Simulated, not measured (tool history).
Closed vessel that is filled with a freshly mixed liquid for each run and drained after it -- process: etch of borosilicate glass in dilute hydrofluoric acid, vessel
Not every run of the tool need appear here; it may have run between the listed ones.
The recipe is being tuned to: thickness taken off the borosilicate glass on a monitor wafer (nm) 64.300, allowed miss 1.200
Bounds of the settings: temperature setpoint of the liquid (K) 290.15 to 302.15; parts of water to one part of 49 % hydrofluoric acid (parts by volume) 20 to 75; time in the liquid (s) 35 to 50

run,day,temperature setpoint of the liquid (K),parts of water to one part of 49 % hydrofluoric acid (parts by volume),time in the liquid (s),thickness taken off the borosilicate glass on a monitor wafer (nm)
1,0.000,294.15,45,50,23.347
2,0.183,294.15,55,50,18.854
3,0.300,296.15,45,50,25.336
4,0.617,294.15,45,50,23.329
5,0.917,294.15,45,35,16.462
# day 1.167: thermometer replaced
6,1.167,294.15,35,35,20.185
7,1.392,296.15,30,40,29.298
8,1.762,296.15,30,40,28.870
9,2.062,297.65,30,40,31.016
10,2.100,301.65,20,50,70.109
11,2.467,301.15,20,50,68.229
12,2.562,300.65,20,50,67.159
13,2.662,300.65,20,50,67.184
14,2.900,300.15,20,50,65.563
15,3.246,300.15,20,50,65.747

Consider the 5 candidate settings below. Which is the only one whose results all fall within their allowed miss of target?
A,3.592,300.65,20,50,?
B,3.592,302.15,20,45,?
C,3.592,301.15,20,50,?
D,3.592,301.15,20,45,?
E,3.592,300.65,20,45,?

move,thickness taken off the borosilicate glass on a monitor wafer (nm)
A,66.955
B,64.080
C,68.346
D,61.512
E,60.260
A: its largest miss is bigger than the last run's
B: meets every target
C: its largest miss is bigger than the last run's
D: takes the biggest miss from the last run beyond its target
E: takes the biggest miss from the last run beyond its target
Correct choice: B, which meets every target

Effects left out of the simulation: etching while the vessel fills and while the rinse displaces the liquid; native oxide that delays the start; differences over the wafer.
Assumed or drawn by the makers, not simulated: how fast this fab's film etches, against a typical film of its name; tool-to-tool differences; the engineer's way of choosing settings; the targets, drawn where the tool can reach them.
